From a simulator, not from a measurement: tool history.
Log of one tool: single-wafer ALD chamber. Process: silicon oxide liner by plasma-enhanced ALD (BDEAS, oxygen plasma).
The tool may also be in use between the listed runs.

run  hour  heater temperature setpoint (K)  number of ALD cycles (cycles)  mean film thickness on the monitor wafer (Å)
  1     0                           588.15                             43                                         37.71
  2   5.1                           589.15                             40                                        34.827
  3  10.4                           589.15                             38                                        33.249
  4  15.6                           589.15                             35                                        30.273
  5  16.4                           589.15                             41                                        35.932
  6  23.4                           589.15                             39                                        34.248

What does the tool deliver on the next run?
  7  29.7                           589.15                             38                                             ?

Run 7 gave mean film thickness on the monitor wafer (Å) 33.721.
